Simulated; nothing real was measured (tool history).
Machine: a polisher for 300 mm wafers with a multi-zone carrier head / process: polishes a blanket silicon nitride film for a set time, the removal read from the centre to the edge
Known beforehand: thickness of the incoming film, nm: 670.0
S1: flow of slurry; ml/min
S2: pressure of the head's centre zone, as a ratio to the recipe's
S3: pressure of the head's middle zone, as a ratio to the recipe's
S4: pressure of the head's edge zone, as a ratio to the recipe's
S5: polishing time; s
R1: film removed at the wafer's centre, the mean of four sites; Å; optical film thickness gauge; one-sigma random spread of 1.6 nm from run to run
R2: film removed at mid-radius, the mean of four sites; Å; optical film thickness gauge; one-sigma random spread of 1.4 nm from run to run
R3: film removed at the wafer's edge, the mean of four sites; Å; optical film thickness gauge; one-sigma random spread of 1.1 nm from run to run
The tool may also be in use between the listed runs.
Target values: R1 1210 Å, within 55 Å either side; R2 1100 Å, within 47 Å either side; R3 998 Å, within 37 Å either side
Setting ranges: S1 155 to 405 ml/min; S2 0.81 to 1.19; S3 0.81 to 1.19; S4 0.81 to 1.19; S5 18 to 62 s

| run | hour | S1 | S2 | S3 | S4 | S5 | R1 | R2 | R3 |
|---|---|---|---|---|---|---|---|---|---|
| 1 | 0 | 260 | 1 | 1 | 1 | 40 | 895.14 | 881.09 | 923.15 |
| 2 | 0.8 | 265 | 1.03 | 1.02 | 1 | 41 | 953.62 | 924.23 | 936.58 |
| 3 | 4.7 | 270 | 1.05 | 1.03 | 1 | 41 | 963.15 | 936.77 | 927.4 |
| 4 | 11 | 270 | 1.05 | 1.03 | 0.93 | 41 | 985.16 | 936.37 | 885.84 |
| 5 | 19.8 | 335 | 1.05 | 1.03 | 0.93 | 41 | 995.13 | 965.85 | 912.35 |
| 6 | 28.6 | 335 | 1.05 | 1.03 | 0.93 | 34 | 834.2 | 799.16 | 764.67 |
| 7 | 36.5 | 335 | 1.07 | 1.04 | 0.93 | 36 | 866.34 | 844.51 | 814.9 |
| 8 | 39.2 | 330 | 1.08 | 1.04 | 0.92 | 38 | 947.05 | 885.29 | 850.61 |
| 9 | 46.5 | 330 | 1.09 | 1.05 | 0.92 | 39 | 979.92 | 911.3 | 884.55 |
| 10 | 48.6 | 330 | 1.09 | 1.05 | 0.92 | 39 | 991.08 | 934.43 | 864.01 |
| 11 | 54.5 | 330 | 1.1 | 1.05 | 0.93 | 40 | 1023.6 | 949.19 | 908.41 |
| 12 | 63.2 | 330 | 1.11 | 1.06 | 0.93 | 40 | 1029.1 | 946.77 | 892.55 |
| 13 | 64.6 | 330 | 1.12 | 1.07 | 0.93 | 41 | 1062.6 | 979.39 | 919.03 |

5 candidate next runs follow, results not yet known. Just one meets every target within its allowed miss. Identify it.
| A | 66 | 310 | 1.05 | 0.89 | 1.18 | 41 | ? | ? | ? |
| B | 66 | 405 | 0.97 | 1.11 | 0.96 | 44 | ? | ? | ? |
| C | 66 | 370 | 1.18 | 0.96 | 1.12 | 43 | ? | ? | ? |
| D | 66 | 355 | 1.19 | 0.81 | 0.96 | 43 | ? | ? | ? |
| E | 66 | 340 | 1.18 | 1.13 | 0.92 | 45 | ? | ? | ? |

| move | R1 | R2 | R3 |
|---|---|---|---|
| A | 1007 | 853.47 | 1045 |
| B | 1025.9 | 1085.3 | 1027.5 |
| C | 1206.3 | 954.33 | 1079 |
| D | 1210.8 | 853.99 | 999.19 |
| E | 1253.7 | 1106.8 | 1018.7 |
A: the biggest miss grows against the last run
B: the biggest miss grows against the last run
C: brings the last run's worst result on target, with another outside its allowed miss
D: brings the last run's worst result on target, with another outside its allowed miss
E: hits every target within its allowed miss
The move that meets every target is E.

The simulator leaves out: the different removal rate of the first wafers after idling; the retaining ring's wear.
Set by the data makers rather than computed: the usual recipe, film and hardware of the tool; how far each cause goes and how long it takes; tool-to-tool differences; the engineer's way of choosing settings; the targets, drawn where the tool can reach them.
